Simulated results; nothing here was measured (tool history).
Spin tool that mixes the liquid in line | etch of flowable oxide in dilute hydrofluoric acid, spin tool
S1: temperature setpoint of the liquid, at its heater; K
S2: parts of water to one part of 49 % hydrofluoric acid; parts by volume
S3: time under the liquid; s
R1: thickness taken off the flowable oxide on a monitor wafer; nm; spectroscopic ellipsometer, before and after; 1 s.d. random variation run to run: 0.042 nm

Run 1, hour 0: S1 295.15 K, S2 230 parts by volume, S3 15 s. Result: R1 2.3544 nm.
Run 2, hour 5.5: S1 295.15 K, S2 230 parts by volume, S3 15 s. Result: R1 2.3506 nm.
Run 3, hour 12.3: S1 295.15 K, S2 230 parts by volume, S3 15 s. Result: R1 2.3308 nm.
Run 4, hour 19.1: S1 295.15 K, S2 260 parts by volume, S3 15 s. Result: R1 2.0046 nm.
Run 5, hour 25.7: S1 292.65 K, S2 260 parts by volume, S3 15 s. Result: R1 1.8359 nm.
Run 6, hour 34.2: S1 292.65 K, S2 260 parts by volume, S3 15 s. Result: R1 1.8296 nm.
At hour 43: thermometer replaced.
Run 7, hour 43: S1 293.65 K, S2 245 parts by volume, S3 15 s. Result: R1 1.9033 nm.

The next listed run, before its measurement:
Run 8, hour 45.3: S1 294.65 K, S2 235 parts by volume, S3 15 s. Result: R1 ?.

{"run 8": {"R1": 2.097}}
